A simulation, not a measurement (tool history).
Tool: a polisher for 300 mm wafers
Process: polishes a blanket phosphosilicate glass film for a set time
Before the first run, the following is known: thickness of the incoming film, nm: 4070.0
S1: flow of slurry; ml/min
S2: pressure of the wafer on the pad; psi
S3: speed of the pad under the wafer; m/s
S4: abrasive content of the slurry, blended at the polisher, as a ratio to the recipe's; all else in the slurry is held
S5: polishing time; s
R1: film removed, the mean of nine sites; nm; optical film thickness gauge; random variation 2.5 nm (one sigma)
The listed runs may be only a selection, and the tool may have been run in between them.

| run | hour | S1 | S2 | S3 | S4 | S5 | R1 |
|---|---|---|---|---|---|---|---|
| 1 | 0 | 315 | 3 | 0.84 | 1 | 50 | 436.07 |
| 2 | 5.7 | 315 | 2.7 | 0.84 | 1 | 50 | 388.91 |
| 3 | 7.4 | 315 | 2.5 | 0.84 | 1 | 50 | 361.8 |
| 4 | 11.2 | 315 | 2.5 | 0.84 | 1 | 50 | 371.78 |
| 5 | 14.4 | 315 | 2.3 | 0.84 | 1 | 50 | 348.43 |
| 6 | 22.9 | 315 | 2.3 | 1.04 | 1 | 50 | 405.56 |

Run 7 is up next; what results do you expect?
| 7 | 26.1 | 315 | 2.3 | 1.04 | 1 | 50 | ? |

R1: 406.98 nm
